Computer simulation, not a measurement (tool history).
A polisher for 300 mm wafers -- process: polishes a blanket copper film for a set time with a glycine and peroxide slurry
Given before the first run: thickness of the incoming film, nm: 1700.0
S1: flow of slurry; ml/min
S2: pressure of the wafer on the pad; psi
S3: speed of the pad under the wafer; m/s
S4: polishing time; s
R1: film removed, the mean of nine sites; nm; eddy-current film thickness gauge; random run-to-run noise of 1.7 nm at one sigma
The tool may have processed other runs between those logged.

Run 1, day 0.000: S1 260 ml/min, S2 3.1 psi, S3 0.94 m/s, S4 44 s. Result: R1 225.13 nm.
Run 2, day 0.200: S1 260 ml/min, S2 3.1 psi, S3 0.94 m/s, S4 44 s. Result: R1 229.40 nm.
Run 3, day 0.571: S1 260 ml/min, S2 2.7 psi, S3 0.88 m/s, S4 44 s. Result: R1 198.86 nm.
Run 4, day 0.629: S1 260 ml/min, S2 3.0 psi, S3 0.88 m/s, S4 44 s. Result: R1 212.01 nm.
Run 5, day 0.967: S1 260 ml/min, S2 3.0 psi, S3 0.78 m/s, S4 44 s. Result: R1 195.11 nm.
Run 6, day 1.062: S1 205 ml/min, S2 3.0 psi, S3 0.78 m/s, S4 44 s. Result: R1 183.23 nm.
Run 7, day 1.221: S1 190 ml/min, S2 2.1 psi, S3 0.72 m/s, S4 44 s. Result: R1 127.77 nm.
Run 8, day 1.354: S1 185 ml/min, S2 2.1 psi, S3 0.72 m/s, S4 44 s. Result: R1 131.48 nm.

Estimate the outcome of run 9 from the log above:
Run 9, day 1.612: S1 185 ml/min, S2 1.7 psi, S3 0.70 m/s, S4 44 s. Result: R1 ?.

R1: 110.87 nm
